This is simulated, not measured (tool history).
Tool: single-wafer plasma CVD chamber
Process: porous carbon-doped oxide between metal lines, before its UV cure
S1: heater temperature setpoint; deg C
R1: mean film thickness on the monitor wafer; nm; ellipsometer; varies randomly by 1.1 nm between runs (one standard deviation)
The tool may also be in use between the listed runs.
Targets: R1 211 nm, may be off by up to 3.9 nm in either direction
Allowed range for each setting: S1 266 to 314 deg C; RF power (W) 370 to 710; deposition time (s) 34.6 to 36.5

{"run": 1, "hour": 0.0, "S1": 290, "RF power (W)": 540, "deposition time (s)": 36.5, "R1": 218.73}
{"run": 2, "hour": 2.4, "S1": 290, "RF power (W)": 610, "deposition time (s)": 36.5, "R1": 231.98}
{"run": 3, "hour": 5.4, "S1": 290, "RF power (W)": 610, "deposition time (s)": 34.6, "R1": 221.94}
{"run": 4, "hour": 6.9, "S1": 292, "RF power (W)": 610, "deposition time (s)": 34.6, "R1": 217.66}
{"hour": 10.6, "done": "RF generator calibrated"}
{"run": 5, "hour": 10.6, "S1": 292, "RF power (W)": 610, "deposition time (s)": 36.5, "R1": 239.94}
{"run": 6, "hour": 12.5, "S1": 292, "RF power (W)": 585, "deposition time (s)": 36.4, "R1": 234.56}
{"run": 7, "hour": 20.7, "S1": 288, "RF power (W)": 575, "deposition time (s)": 36.4, "R1": 238.04}
{"run": 8, "hour": 21.6, "S1": 290, "RF power (W)": 575, "deposition time (s)": 36.4, "R1": 234.89}
{"run": 9, "hour": 30.5, "S1": 293, "RF power (W)": 570, "deposition time (s)": 36.4, "R1": 229.21}

Which of these 5 next moves meets every target?
{"run": "A", "hour": 39.4, "S1": 295, "RF power (W)": 500, "deposition time (s)": 36.1, "R1": "?"}
{"run": "B", "hour": 39.4, "S1": 289, "RF power (W)": 520, "deposition time (s)": 35.8, "R1": "?"}
{"run": "C", "hour": 39.4, "S1": 298, "RF power (W)": 575, "deposition time (s)": 36, "R1": "?"}
{"run": "D", "hour": 39.4, "S1": 286, "RF power (W)": 590, "deposition time (s)": 36.3, "R1": "?"}
{"run": "E", "hour": 39.4, "S1": 276, "RF power (W)": 485, "deposition time (s)": 34.6, "R1": "?"}

move=A R1=208.06
move=B R1=217.27
move=C R1=219.51
move=D R1=238.84
move=E R1=217.91
A: every result within its allowed miss
B: better than the last run, though not everything is in spec
C: better than the last run, though not everything is in spec
D: lands further from the targets than the last run did
E: better than the last run, though not everything is in spec
Move A is the one to make.

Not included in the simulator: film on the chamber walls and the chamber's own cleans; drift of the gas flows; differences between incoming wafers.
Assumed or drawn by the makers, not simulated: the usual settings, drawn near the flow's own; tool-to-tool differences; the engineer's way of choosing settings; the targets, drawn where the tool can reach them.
